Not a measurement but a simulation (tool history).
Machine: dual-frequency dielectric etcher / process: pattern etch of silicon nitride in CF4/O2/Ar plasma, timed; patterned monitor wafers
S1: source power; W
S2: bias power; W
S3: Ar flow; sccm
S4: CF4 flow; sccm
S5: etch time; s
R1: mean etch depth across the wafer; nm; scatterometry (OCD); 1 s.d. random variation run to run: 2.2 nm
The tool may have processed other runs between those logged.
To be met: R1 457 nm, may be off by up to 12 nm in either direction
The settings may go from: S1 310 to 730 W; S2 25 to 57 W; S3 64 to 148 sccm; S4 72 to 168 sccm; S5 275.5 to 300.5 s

| run | day | S1 | S2 | S3 | S4 | S5 | R1 |
|---|---|---|---|---|---|---|---|
| 1 | 0 | 520 | 41 | 106 | 120 | 300.5 | 558.95 |
| 2 | 0.325 | 600 | 41 | 106 | 120 | 300.5 | 612.68 |
| 3 | 0.55 | 530 | 40 | 107 | 119 | 300 | 556.74 |
| 4 | 0.721 | 480 | 40 | 107 | 119 | 300 | 522.48 |
| 5 | 0.921 | 480 | 40 | 107 | 138 | 300 | 530.88 |
| 6 | 1.083 | 480 | 47 | 107 | 138 | 300 | 568.54 |
| 7 | 1.312 | 380 | 46 | 108 | 137 | 299.5 | 481.86 |
| 8 | 1.608 | 370 | 46 | 108 | 137 | 299.5 | 478.2 |

Consider the 4 candidate settings below. Which is the only one whose results all fall within their allowed miss of target?
| A | 1.904 | 400 | 51 | 110 | 147 | 279.5 | ? |
| B | 1.904 | 390 | 49 | 126 | 134 | 275.5 | ? |
| C | 1.904 | 390 | 49 | 99 | 152 | 287.5 | ? |
| D | 1.904 | 440 | 43 | 121 | 115 | 300.5 | ? |

| move | R1 |
|---|---|
| A | 488.34 |
| B | 456.06 |
| C | 492.22 |
| D | 499.31 |
A: lands further from the targets than the last run did
B: meets every target
C: lands further from the targets than the last run did
D: lands further from the targets than the last run did
Go with B: it meets all targets.

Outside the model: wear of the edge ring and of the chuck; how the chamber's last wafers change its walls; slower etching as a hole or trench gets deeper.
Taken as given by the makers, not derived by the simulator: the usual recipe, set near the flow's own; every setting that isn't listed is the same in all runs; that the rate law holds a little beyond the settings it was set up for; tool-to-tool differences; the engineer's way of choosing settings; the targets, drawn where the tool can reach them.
